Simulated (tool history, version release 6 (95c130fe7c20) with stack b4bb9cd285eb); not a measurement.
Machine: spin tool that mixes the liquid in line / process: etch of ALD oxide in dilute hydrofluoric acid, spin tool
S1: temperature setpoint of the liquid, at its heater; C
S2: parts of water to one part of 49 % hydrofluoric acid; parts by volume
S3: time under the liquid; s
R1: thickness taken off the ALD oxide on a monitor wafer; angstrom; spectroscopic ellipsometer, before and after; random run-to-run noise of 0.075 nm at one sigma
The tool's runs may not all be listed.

run,hour,S1,S2,S3,R1
1,0,22,140,95,161.33
2,3.1,23,140,95,166.37
3,5.6,24,135,95,181.81
4,12.6,24.5,135,95,184.89
5,19.2,24.5,155,95,157.83
6,20.7,25,150,95,166.14

Expected results for the next run?
7,27.8,25.5,145,95,?

R1: 177.52 angstrom
